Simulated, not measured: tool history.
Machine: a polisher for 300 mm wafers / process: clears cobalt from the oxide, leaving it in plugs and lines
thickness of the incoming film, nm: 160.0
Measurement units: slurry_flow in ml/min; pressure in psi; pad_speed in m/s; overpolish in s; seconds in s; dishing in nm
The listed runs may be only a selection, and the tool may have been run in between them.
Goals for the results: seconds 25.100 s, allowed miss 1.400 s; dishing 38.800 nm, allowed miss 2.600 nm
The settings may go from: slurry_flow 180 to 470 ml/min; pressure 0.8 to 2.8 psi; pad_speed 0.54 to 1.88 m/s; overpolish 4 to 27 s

run  hour  slurry_flow  pressure  pad_speed  overpolish  seconds  dishing
  1   0.0          300       1.8       1.20          14   32.439   53.430
  2   7.0          330       1.8       1.20          14   32.042   52.920
  3   7.8          335       1.9       1.20          11   30.058   45.988
  4   9.2          335       1.9       1.20          16   30.401   58.841
  5  16.2          335       1.9       1.20          12   30.536   48.945
  6  21.4          340       2.0       1.20          10   28.932   44.108
  7  22.9          340       2.1       1.20           9   27.924   43.249
  8  28.1          340       2.2       1.20           8   27.201   40.425
  9  35.6          340       2.3       1.20           8   26.317   42.304

Below are 4 possible settings for the next run. Only one of them brings all results inside the allowed miss of their targets. Which is it?
  A  43.1          385       2.3       1.24           9        ?        ?
  B  43.1          460       2.3       1.08           8        ?        ?
  C  43.1          370       2.8       1.02           7        ?        ?
  D  43.1          325       2.6       0.94          11        ?        ?

move  seconds  dishing
   A   24.979   45.895
   B   28.297   38.794
   C   25.340   38.129
   D   29.525   46.945
A: its largest miss is bigger than the last run's
B: meets the target for the result that was furthest off, but another lies outside its allowed miss
C: meets every target
D: its largest miss is bigger than the last run's
Go with C: it meets all targets.
